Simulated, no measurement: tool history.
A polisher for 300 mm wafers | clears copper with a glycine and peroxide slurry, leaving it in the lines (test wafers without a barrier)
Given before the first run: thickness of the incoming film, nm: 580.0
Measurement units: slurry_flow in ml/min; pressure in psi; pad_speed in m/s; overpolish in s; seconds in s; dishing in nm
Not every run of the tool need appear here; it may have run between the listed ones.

{"run": 1, "hour": 0.0, "slurry_flow": 320, "pressure": 3.1, "pad_speed": 1.06, "overpolish": 20, "seconds": 104.36, "dishing": 73.563}
{"run": 2, "hour": 7.7, "slurry_flow": 320, "pressure": 3.1, "pad_speed": 1.06, "overpolish": 12, "seconds": 107.56, "dishing": 49.064}
{"run": 3, "hour": 9.9, "slurry_flow": 320, "pressure": 3.2, "pad_speed": 1.06, "overpolish": 14, "seconds": 102.98, "dishing": 57.128}
{"run": 4, "hour": 11.7, "slurry_flow": 320, "pressure": 3.2, "pad_speed": 1.06, "overpolish": 10, "seconds": 103.17, "dishing": 42.379}
{"run": 5, "hour": 17.8, "slurry_flow": 320, "pressure": 3.2, "pad_speed": 1.08, "overpolish": 12, "seconds": 101.84, "dishing": 50.27}
{"run": 6, "hour": 26.1, "slurry_flow": 320, "pressure": 3.9, "pad_speed": 1.08, "overpolish": 12, "seconds": 85.585, "dishing": 58.654}
{"run": 7, "hour": 32.5, "slurry_flow": 320, "pressure": 3.9, "pad_speed": 1.06, "overpolish": 14, "seconds": 87.444, "dishing": 66.767}
{"run": 8, "hour": 40.8, "slurry_flow": 320, "pressure": 3.9, "pad_speed": 1.02, "overpolish": 15, "seconds": 88.646, "dishing": 68.602}
{"run": 9, "hour": 41.9, "slurry_flow": 320, "pressure": 3.9, "pad_speed": 1.0, "overpolish": 16, "seconds": 89.427, "dishing": 70.002}
{"run": 10, "hour": 48.0, "slurry_flow": 320, "pressure": 3.9, "pad_speed": 1.0, "overpolish": 17, "seconds": 88.533, "dishing": 74.95}
{"run": 11, "hour": 51.7, "slurry_flow": 320, "pressure": 3.9, "pad_speed": 0.98, "overpolish": 18, "seconds": 91.904, "dishing": 76.66}
{"run": 12, "hour": 59.9, "slurry_flow": 320, "pressure": 3.9, "pad_speed": 0.98, "overpolish": 19, "seconds": 88.313, "dishing": 80.855}
{"run": 13, "hour": 64.5, "slurry_flow": 320, "pressure": 3.8, "pad_speed": 0.98, "overpolish": 20, "seconds": 91.29, "dishing": 81.205}

For run 14, what comes out?
{"run": 14, "hour": 67.0, "slurry_flow": 320, "pressure": 3.8, "pad_speed": 0.98, "overpolish": 21, "seconds": "?", "dishing": "?"}

{"run 14": {"seconds": 91.842, "dishing": 84.784}}

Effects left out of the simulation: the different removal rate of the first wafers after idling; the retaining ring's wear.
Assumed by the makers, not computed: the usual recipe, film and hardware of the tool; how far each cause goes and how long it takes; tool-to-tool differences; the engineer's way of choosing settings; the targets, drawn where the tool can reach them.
